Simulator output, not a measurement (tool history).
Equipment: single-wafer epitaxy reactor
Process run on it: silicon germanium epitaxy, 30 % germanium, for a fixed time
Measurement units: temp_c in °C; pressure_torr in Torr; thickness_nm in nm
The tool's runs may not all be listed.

| run | hour | temp_c | pressure_torr | thickness_nm |
|---|---|---|---|---|
| 1 | 0 | 595 | 21 | 56.553 |
| 2 | 4.2 | 596 | 21 | 57.745 |
| 3 | 10 | 597 | 21 | 59.174 |
| 4 | 17.2 | 603 | 21 | 66.894 |
| 5 | 20.9 | 602 | 21 | 65.409 |
| 6 | 25.8 | 607 | 21 | 72.539 |
| 7 | 30.9 | 605 | 21 | 69.683 |
| 8 | 35.9 | 603 | 21 | 66.913 |

Estimate the outcome of run 9 from the log above:
| 9 | 38.2 | 602 | 21 | ? |

{"run 9": {"thickness_nm": 65.511}}
